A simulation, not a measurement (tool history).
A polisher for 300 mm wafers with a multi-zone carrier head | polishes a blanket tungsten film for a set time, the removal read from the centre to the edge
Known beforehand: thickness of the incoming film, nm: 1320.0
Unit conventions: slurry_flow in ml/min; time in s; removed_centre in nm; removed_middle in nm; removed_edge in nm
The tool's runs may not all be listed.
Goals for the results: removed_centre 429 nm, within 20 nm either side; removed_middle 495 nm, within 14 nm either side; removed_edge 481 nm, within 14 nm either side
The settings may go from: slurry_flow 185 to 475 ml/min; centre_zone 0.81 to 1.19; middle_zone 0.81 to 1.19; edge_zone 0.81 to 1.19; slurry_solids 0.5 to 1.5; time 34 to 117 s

run  hour  slurry_flow  centre_zone  middle_zone  edge_zone  slurry_solids  time  removed_centre  removed_middle  removed_edge
  1     0          305            1            1          1              1    75          356.33          350.78        352.55
  2   1.9          305            1         0.94          1              1    75          355.93          334.44           350
  3  10.3          305            1         0.94          1              1    83          394.58          367.72        398.04
  4    15          360            1         0.94          1              1    83          399.59           374.2        401.15
  5  15.7          365         0.99            1       1.04            1.1    84          414.83          408.23        412.47
  6  24.4          360         0.95         1.01       1.05            1.2    86          411.22          429.15         433.9
  7  28.5          355         0.94         1.03       1.07            1.3    87          427.83          447.74         456.2
  8  35.4          355         0.93         1.06       1.09           1.35    87          416.71          455.74        469.53
  9  39.1          365         0.93         1.08       1.09           1.35    87          423.45          471.23        455.34
 10  45.4          370         0.92         1.09        1.1            1.4    87          428.09          484.42        464.33
 11  46.5          370         0.92         1.09       1.11            1.4    87          425.73          480.31        471.58

Which single option among these 5 for the next run brings every result within its allowed miss of target? Just one does.
  A  47.6          400         0.97          1.1       1.06           1.45    85               ?               ?             ?
  B  47.6          380         0.99         1.08       1.09            1.5    84               ?               ?             ?
  C  47.6          330         0.92          1.1       1.09            1.5    89               ?               ?             ?
  D  47.6          365         0.92         1.03       1.14           1.35    87               ?               ?             ?
  E  47.6          345         0.92         1.04       1.16            1.2    88               ?               ?             ?

move  removed_centre  removed_middle  removed_edge
   A          440.55          475.47        454.82
   B          444.13          464.71        458.18
   C          440.61          495.72        481.91
   D          423.13             450        472.71
   E          414.92          445.02        468.04
A: the biggest miss grows against the last run
B: the biggest miss grows against the last run
C: meets every target
D: the biggest miss grows against the last run
E: the biggest miss grows against the last run
Answer: C
